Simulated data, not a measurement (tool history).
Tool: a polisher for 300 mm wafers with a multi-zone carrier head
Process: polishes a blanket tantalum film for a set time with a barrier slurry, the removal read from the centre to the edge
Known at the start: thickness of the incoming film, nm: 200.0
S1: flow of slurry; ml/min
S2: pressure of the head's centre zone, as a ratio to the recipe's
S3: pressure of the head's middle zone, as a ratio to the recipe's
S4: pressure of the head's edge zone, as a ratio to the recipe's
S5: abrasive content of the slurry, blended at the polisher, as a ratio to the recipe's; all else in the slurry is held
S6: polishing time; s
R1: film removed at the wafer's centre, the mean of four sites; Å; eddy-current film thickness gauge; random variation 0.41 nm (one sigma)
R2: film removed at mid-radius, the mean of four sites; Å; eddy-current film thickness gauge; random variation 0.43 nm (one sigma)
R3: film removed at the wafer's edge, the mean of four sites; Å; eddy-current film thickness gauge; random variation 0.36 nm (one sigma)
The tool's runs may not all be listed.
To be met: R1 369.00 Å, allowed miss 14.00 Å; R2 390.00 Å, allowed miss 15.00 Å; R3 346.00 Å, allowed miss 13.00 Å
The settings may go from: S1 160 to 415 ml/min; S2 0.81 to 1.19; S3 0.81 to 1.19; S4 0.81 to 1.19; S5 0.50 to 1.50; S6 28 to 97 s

Run 1, hour 0.0: S1 265 ml/min, S2 1.00, S3 1.00, S4 1.00, S5 1.00, S6 62 s. Result: R1 674.08 Å, R2 662.23 Å, R3 699.07 Å.
Run 2, hour 4.1: S1 265 ml/min, S2 1.00, S3 1.02, S4 0.98, S5 0.90, S6 57 s. Result: R1 588.58 Å, R2 602.30 Å, R3 611.48 Å.
Run 3, hour 11.1: S1 265 ml/min, S2 1.00, S3 1.02, S4 0.98, S5 0.90, S6 51 s. Result: R1 536.12 Å, R2 551.01 Å, R3 555.62 Å.
Run 4, hour 15.7: S1 265 ml/min, S2 1.01, S3 1.02, S4 0.96, S5 0.85, S6 48 s. Result: R1 492.95 Å, R2 505.01 Å, R3 511.72 Å.
Run 5, hour 21.6: S1 265 ml/min, S2 1.01, S3 1.02, S4 1.02, S5 0.85, S6 48 s. Result: R1 499.36 Å, R2 502.14 Å, R3 515.90 Å.
Run 6, hour 24.9: S1 265 ml/min, S2 1.01, S3 1.02, S4 1.02, S5 1.05, S6 48 s. Result: R1 534.46 Å, R2 532.10 Å, R3 556.87 Å.
Run 7, hour 25.9: S1 265 ml/min, S2 1.01, S3 1.02, S4 1.02, S5 1.05, S6 48 s. Result: R1 532.09 Å, R2 532.34 Å, R3 543.84 Å.
Run 8, hour 28.7: S1 270 ml/min, S2 1.02, S3 1.04, S4 1.01, S5 1.00, S6 45 s. Result: R1 502.01 Å, R2 499.55 Å, R3 507.44 Å.
Run 9, hour 37.2: S1 270 ml/min, S2 1.03, S3 1.06, S4 1.00, S5 0.95, S6 43 s. Result: R1 481.04 Å, R2 476.41 Å, R3 483.71 Å.
Run 10, hour 41.4: S1 305 ml/min, S2 1.04, S3 1.16, S4 0.90, S5 0.70, S6 31 s. Result: R1 313.18 Å, R2 343.71 Å, R3 297.62 Å.

5 next moves are on the table. One of them brings every result within its allowed miss. Which?
Run A, hour 45.6: S1 285 ml/min, S2 0.85, S3 0.86, S4 1.15, S5 0.70, S6 36 s. Result: R1 ?, R2 ?, R3 ?.
Run B, hour 45.6: S1 315 ml/min, S2 1.05, S3 1.17, S4 0.94, S5 0.75, S6 32 s. Result: R1 ?, R2 ?, R3 ?.
Run C, hour 45.6: S1 305 ml/min, S2 1.05, S3 0.81, S4 1.04, S5 0.75, S6 36 s. Result: R1 ?, R2 ?, R3 ?.
Run D, hour 45.6: S1 320 ml/min, S2 1.06, S3 1.15, S4 0.94, S5 0.75, S6 34 s. Result: R1 ?, R2 ?, R3 ?.
Run E, hour 45.6: S1 270 ml/min, S2 1.05, S3 1.09, S4 1.11, S5 0.60, S6 37 s. Result: R1 ?, R2 ?, R3 ?.

move      R1      R2      R3
   A  300.75  315.53  389.92
   B  343.50  376.16  321.81
   C  384.08  309.66  381.44
   D  369.05  394.36  342.42
   E  359.39  371.10  368.67
A: further off than the last run
B: nearer than the last run, and not there yet
C: takes the result that was furthest off past its target
D: meets every target
E: brings the result that was furthest off to its target, and leaves another outside
Answer: D
